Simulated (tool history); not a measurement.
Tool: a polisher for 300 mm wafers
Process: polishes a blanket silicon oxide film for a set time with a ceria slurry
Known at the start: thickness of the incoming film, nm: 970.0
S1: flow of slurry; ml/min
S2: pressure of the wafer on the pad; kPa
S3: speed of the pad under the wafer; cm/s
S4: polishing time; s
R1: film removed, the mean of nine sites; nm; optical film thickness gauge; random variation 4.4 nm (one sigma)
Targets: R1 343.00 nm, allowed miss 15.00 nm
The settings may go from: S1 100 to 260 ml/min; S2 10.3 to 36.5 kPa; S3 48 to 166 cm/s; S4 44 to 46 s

Run 1, hour 0.0: S1 165 ml/min, S2 23.4 kPa, S3 106 cm/s, S4 44 s. Result: R1 216.02 nm.
Run 2, hour 7.1: S1 165 ml/min, S2 23.4 kPa, S3 106 cm/s, S4 44 s. Result: R1 216.12 nm.
Run 3, hour 9.8: S1 165 ml/min, S2 24.8 kPa, S3 106 cm/s, S4 44 s. Result: R1 226.62 nm.
Run 4, hour 17.2: S1 165 ml/min, S2 22.1 kPa, S3 106 cm/s, S4 44 s. Result: R1 205.89 nm.
Run 5, hour 20.1: S1 165 ml/min, S2 26.9 kPa, S3 106 cm/s, S4 44 s. Result: R1 244.93 nm.
Run 6, hour 26.6: S1 165 ml/min, S2 28.3 kPa, S3 106 cm/s, S4 44 s. Result: R1 258.52 nm.
Run 7, hour 32.0: S1 165 ml/min, S2 29.6 kPa, S3 106 cm/s, S4 44 s. Result: R1 268.65 nm.
Run 8, hour 35.8: S1 165 ml/min, S2 30.3 kPa, S3 106 cm/s, S4 44 s. Result: R1 278.52 nm.
Run 9, hour 43.0: S1 165 ml/min, S2 31.0 kPa, S3 106 cm/s, S4 44 s. Result: R1 286.13 nm.
Run 10, hour 44.2: S1 175 ml/min, S2 35.9 kPa, S3 108 cm/s, S4 44 s. Result: R1 325.59 nm.

Which of these 5 next moves meets every target?
Run A, hour 45.4: S1 100 ml/min, S2 36.5 kPa, S3 100 cm/s, S4 46 s. Result: R1 ?.
Run B, hour 45.4: S1 170 ml/min, S2 35.9 kPa, S3 104 cm/s, S4 44 s. Result: R1 ?.
Run C, hour 45.4: S1 185 ml/min, S2 35.2 kPa, S3 128 cm/s, S4 46 s. Result: R1 ?.
Run D, hour 45.4: S1 115 ml/min, S2 36.5 kPa, S3 110 cm/s, S4 46 s. Result: R1 ?.
Run E, hour 45.4: S1 175 ml/min, S2 35.2 kPa, S3 126 cm/s, S4 45 s. Result: R1 ?.

move      R1
   A  306.72
   B  314.78
   C  380.36
   D  334.04
   E  365.54
A: further off than the last run
B: further off than the last run
C: takes the result that was furthest off past its target
D: meets every target
E: takes the result that was furthest off past its target
Answer: D

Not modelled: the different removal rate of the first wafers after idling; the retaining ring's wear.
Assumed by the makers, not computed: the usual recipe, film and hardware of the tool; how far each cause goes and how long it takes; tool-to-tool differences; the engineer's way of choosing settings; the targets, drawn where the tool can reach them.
